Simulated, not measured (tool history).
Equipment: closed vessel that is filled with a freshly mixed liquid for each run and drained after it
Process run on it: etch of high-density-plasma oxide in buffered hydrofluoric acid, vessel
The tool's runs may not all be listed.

| run | hour | temperature setpoint of the liquid (K) | parts of 40 % ammonium fluoride to one part of 49 % hydrofluoric acid (parts by volume) | time in the liquid (s) | thickness taken off the high-density-plasma oxide on a monitor wafer (nm) |
|---|---|---|---|---|---|
| 1 | 0 | 296.15 | 15 | 30 | 27.421 |
| 2 | 5.5 | 296.15 | 10.5 | 30 | 38.213 |
| 3 | 10.3 | 296.15 | 13 | 30 | 31.938 |
| 4 | 12.3 | 297.15 | 12.5 | 30 | 34.679 |
| 5 | 15.2 | 298.15 | 12 | 30 | 38.218 |
| 6 | 19.7 | 299.15 | 12 | 30 | 40.542 |
| 7 | 24.3 | 299.65 | 12 | 30 | 41.706 |
| 8 | 31.9 | 300.15 | 12 | 30 | 42.921 |
| 9 | 36.5 | 300.65 | 12 | 30 | 43.746 |

Run 10, settings as shown, results not yet in. Your forecast:
|  | 39.3 | hydrofluoric acid flow meter replaced |
| 10 | 39.3 | 301.15 | 12 | 30 | ? |

{"run 10": {"thickness taken off the high-density-plasma oxide on a monitor wafer (nm)": 40.599}}
